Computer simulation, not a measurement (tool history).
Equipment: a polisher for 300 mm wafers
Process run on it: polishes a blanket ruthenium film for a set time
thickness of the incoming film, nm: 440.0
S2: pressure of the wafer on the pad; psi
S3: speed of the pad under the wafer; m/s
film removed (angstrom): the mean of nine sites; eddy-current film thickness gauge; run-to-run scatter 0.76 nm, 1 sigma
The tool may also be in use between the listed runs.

{"run": 1, "hour": 0.0, "flow of slurry (ml/min)": 275, "S2": 1.8, "S3": 1.14, "polishing time (s)": 69, "film removed (angstrom)": 857.51}
{"run": 2, "hour": 6.8, "flow of slurry (ml/min)": 275, "S2": 1.6, "S3": 1.12, "polishing time (s)": 69, "film removed (angstrom)": 791.51}
{"run": 3, "hour": 8.8, "flow of slurry (ml/min)": 275, "S2": 1.6, "S3": 1.12, "polishing time (s)": 69, "film removed (angstrom)": 774.62}
{"run": 4, "hour": 15.4, "flow of slurry (ml/min)": 275, "S2": 1.6, "S3": 1.12, "polishing time (s)": 72, "film removed (angstrom)": 790.83}
{"run": 5, "hour": 17.8, "flow of slurry (ml/min)": 275, "S2": 1.6, "S3": 0.92, "polishing time (s)": 72, "film removed (angstrom)": 680.97}
{"run": 6, "hour": 19.1, "flow of slurry (ml/min)": 275, "S2": 1.6, "S3": 0.92, "polishing time (s)": 72, "film removed (angstrom)": 687.23}
{"run": 7, "hour": 26.2, "flow of slurry (ml/min)": 275, "S2": 1.5, "S3": 0.9, "polishing time (s)": 72, "film removed (angstrom)": 635.66}

Predict the results of run 8:
{"run": 8, "hour": 33.5, "flow of slurry (ml/min)": 275, "S2": 1.4, "S3": 0.9, "polishing time (s)": 72, "film removed (angstrom)": "?"}

Run 8 yielded film removed (angstrom) 608.2.

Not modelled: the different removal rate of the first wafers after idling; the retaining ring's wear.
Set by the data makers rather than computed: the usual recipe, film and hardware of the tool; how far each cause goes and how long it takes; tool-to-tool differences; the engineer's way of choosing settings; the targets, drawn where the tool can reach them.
